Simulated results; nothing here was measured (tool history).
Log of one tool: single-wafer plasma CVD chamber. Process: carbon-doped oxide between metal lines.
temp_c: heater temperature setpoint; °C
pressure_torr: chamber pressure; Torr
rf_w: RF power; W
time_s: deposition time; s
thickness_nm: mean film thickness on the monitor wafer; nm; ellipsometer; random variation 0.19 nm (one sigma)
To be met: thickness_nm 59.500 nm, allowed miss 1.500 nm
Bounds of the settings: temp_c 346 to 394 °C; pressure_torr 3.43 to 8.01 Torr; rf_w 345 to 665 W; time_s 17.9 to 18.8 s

run 1 day=0.000 | temp_c=370 pressure_torr=5.72 rf_w=505 time_s=18.8 | thickness_nm=82.882
run 2 day=0.138 | temp_c=370 pressure_torr=5.72 rf_w=505 time_s=18.8 | thickness_nm=82.920
run 3 day=0.379 | temp_c=370 pressure_torr=5.72 rf_w=505 time_s=17.9 | thickness_nm=78.940
run 4 day=0.633 | temp_c=370 pressure_torr=5.72 rf_w=560 time_s=17.9 | thickness_nm=86.726
run 5 day=0.708 | temp_c=370 pressure_torr=5.04 rf_w=560 time_s=17.9 | thickness_nm=84.989
run 6 day=0.921 | temp_c=364 pressure_torr=5.04 rf_w=560 time_s=17.9 | thickness_nm=86.875
-- day=1.067 capacitance manometer re-zeroed and calibrated
run 7 day=1.067 | temp_c=366 pressure_torr=4.91 rf_w=535 time_s=17.9 | thickness_nm=83.106
run 8 day=1.246 | temp_c=368 pressure_torr=4.82 rf_w=515 time_s=17.9 | thickness_nm=79.232
run 9 day=1.412 | temp_c=370 pressure_torr=4.68 rf_w=500 time_s=17.9 | thickness_nm=77.050
run 10 day=1.762 | temp_c=371 pressure_torr=4.57 rf_w=485 time_s=17.9 | thickness_nm=74.073
run 11 day=2.138 | temp_c=372 pressure_torr=4.45 rf_w=475 time_s=17.9 | thickness_nm=72.839
run 12 day=2.383 | temp_c=373 pressure_torr=4.35 rf_w=465 time_s=17.9 | thickness_nm=70.602
run 13 day=2.429 | temp_c=374 pressure_torr=4.25 rf_w=460 time_s=17.9 | thickness_nm=69.085
run 14 day=2.542 | temp_c=375 pressure_torr=4.16 rf_w=455 time_s=17.9 | thickness_nm=68.456

Which of these 4 next moves meets every target?
run A day=2.654 | temp_c=377 pressure_torr=4.42 rf_w=405 time_s=18.8 | thickness_nm=?
run B day=2.654 | temp_c=376 pressure_torr=4.17 rf_w=410 time_s=17.9 | thickness_nm=?
run C day=2.654 | temp_c=375 pressure_torr=4.64 rf_w=430 time_s=17.9 | thickness_nm=?
run D day=2.654 | temp_c=378 pressure_torr=3.94 rf_w=415 time_s=18.8 | thickness_nm=?

move=A thickness_nm=62.895
move=B thickness_nm=60.572
move=C thickness_nm=65.150
move=D thickness_nm=63.761
A: nearer than the last run, and not there yet
B: meets every target
C: nearer than the last run, and not there yet
D: nearer than the last run, and not there yet
The right move is B.
